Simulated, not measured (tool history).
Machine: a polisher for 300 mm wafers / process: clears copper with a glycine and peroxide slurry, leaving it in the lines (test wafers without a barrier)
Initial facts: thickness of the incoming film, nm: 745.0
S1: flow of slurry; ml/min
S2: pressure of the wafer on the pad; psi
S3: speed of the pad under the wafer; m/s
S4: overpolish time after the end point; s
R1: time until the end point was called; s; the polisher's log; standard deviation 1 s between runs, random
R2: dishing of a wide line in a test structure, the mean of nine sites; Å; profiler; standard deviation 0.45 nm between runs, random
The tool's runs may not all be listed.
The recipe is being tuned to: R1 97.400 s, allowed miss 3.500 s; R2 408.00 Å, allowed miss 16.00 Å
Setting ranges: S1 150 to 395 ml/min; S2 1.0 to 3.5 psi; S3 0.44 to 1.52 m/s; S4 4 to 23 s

{"run": 1, "hour": 0.0, "S1": 250, "S2": 2.2, "S3": 0.98, "S4": 12, "R1": 137.09, "R2": 386.28}
{"run": 2, "hour": 7.7, "S1": 250, "S2": 2.2, "S3": 0.98, "S4": 15, "R1": 136.23, "R2": 466.01}
{"run": 3, "hour": 14.7, "S1": 255, "S2": 2.4, "S3": 0.98, "S4": 14, "R1": 127.17, "R2": 456.89}
{"run": 4, "hour": 21.2, "S1": 275, "S2": 2.4, "S3": 0.98, "S4": 14, "R1": 127.06, "R2": 475.03}
{"run": 5, "hour": 27.3, "S1": 275, "S2": 2.4, "S3": 0.98, "S4": 10, "R1": 125.22, "R2": 356.37}
{"run": 6, "hour": 29.2, "S1": 280, "S2": 2.5, "S3": 0.98, "S4": 10, "R1": 123.31, "R2": 365.92}
{"run": 7, "hour": 38.2, "S1": 280, "S2": 2.6, "S3": 0.98, "S4": 10, "R1": 117.42, "R2": 384.32}
{"run": 8, "hour": 44.0, "S1": 280, "S2": 2.7, "S3": 0.98, "S4": 10, "R1": 113.5, "R2": 385.89}
{"run": 9, "hour": 47.9, "S1": 285, "S2": 2.8, "S3": 0.98, "S4": 10, "R1": 111.48, "R2": 392.31}
{"run": 10, "hour": 53.2, "S1": 290, "S2": 2.9, "S3": 0.98, "S4": 10, "R1": 108.02, "R2": 409.06}
{"run": 11, "hour": 54.7, "S1": 290, "S2": 3.0, "S3": 0.98, "S4": 10, "R1": 105.05, "R2": 417.46}

Which single option among these 5 for the next run brings every result within its allowed miss of target? Just one does.
{"run": "A", "hour": 56.2, "S1": 295, "S2": 3.3, "S3": 0.98, "S4": 9, "R1": "?", "R2": "?"}
{"run": "B", "hour": 56.2, "S1": 310, "S2": 3.1, "S3": 1.04, "S4": 10, "R1": "?", "R2": "?"}
{"run": "C", "hour": 56.2, "S1": 300, "S2": 2.9, "S3": 0.88, "S4": 11, "R1": "?", "R2": "?"}
{"run": "D", "hour": 56.2, "S1": 270, "S2": 3.5, "S3": 0.7, "S4": 10, "R1": "?", "R2": "?"}
{"run": "E", "hour": 56.2, "S1": 230, "S2": 2.3, "S3": 1.26, "S4": 12, "R1": "?", "R2": "?"}

move=A R1=98.584 R2=419.73
move=B R1=99.544 R2=451.02
move=C R1=117.460 R2=427.29
move=D R1=116.460 R2=402.47
move=E R1=116.460 R2=451.86
A: in spec on every target
B: puts the biggest miss on target and leaves a different result outside tolerance
C: misses by more than the last run did
D: misses by more than the last run did
E: misses by more than the last run did
The right move is A.
